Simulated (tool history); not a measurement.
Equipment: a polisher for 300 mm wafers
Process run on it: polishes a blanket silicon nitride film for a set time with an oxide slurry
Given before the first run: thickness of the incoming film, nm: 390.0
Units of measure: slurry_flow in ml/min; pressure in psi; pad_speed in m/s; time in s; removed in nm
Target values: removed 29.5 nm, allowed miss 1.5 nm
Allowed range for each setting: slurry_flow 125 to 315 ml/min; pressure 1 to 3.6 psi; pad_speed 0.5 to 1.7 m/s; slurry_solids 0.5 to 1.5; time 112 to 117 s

run,hour,slurry_flow,pressure,pad_speed,slurry_solids,time,removed
1,0,205,2.3,1.1,1,112,52.004
2,8.4,205,1.9,1.08,1,112,44.312
3,8.9,205,1.6,1.04,1,112,38.525
4,13.8,205,2,1.04,1,112,46.549
5,17.3,205,1.7,1,1,112,39.749
6,21.7,205,1.7,1,1,117,40.853
7,25.1,205,1.5,0.98,1,117,37.813
8,26.5,205,1.3,0.96,1,117,33.226
9,28.1,205,1.3,0.96,1,117,33.143
10,29.5,205,1.2,0.96,1,117,32.566

Exactly one of the 5 candidate moves below puts every result within its allowed miss. Which one?
A,30.9,190,1.2,0.96,1.15,115,?
B,30.9,205,1,1.14,1.4,115,?
C,30.9,205,1.3,0.92,1,117,?
D,30.9,225,1.1,0.84,1.05,117,?
E,30.9,205,1.5,0.88,0.9,117,?

move,removed
A,34.185
B,36.933
C,33.516
D,30.139
E,33.74
A: further off than the last run
B: further off than the last run
C: further off than the last run
D: every result lands within tolerance
E: further off than the last run
Correct choice: D, which meets every target
